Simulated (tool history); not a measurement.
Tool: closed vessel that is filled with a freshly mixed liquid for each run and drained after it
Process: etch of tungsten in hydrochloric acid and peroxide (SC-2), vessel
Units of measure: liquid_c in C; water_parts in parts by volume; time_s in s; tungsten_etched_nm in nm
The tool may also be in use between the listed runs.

run    day  liquid_c  water_parts  time_s  tungsten_etched_nm
  1  0.000      57.0          7.0      30              9.9193
  2  0.038      57.0          7.0      30              9.8970
  3  0.221      51.5          7.0      30              6.9761
  4  0.567      51.5          7.0      30              6.8707
  5  0.754      52.5          7.0      30              7.4497
  6  0.925      52.5          9.0      30              6.1206
  7  1.196      54.0          9.0      30              6.7170
  8  1.354      55.5          9.0      30              7.4929
  9  1.396      56.5          9.0      30              7.8620

Run 10 is up next; what results do you expect?
 10  1.600      57.5          9.0      30                   ?

tungsten_etched_nm: 8.5336 nm
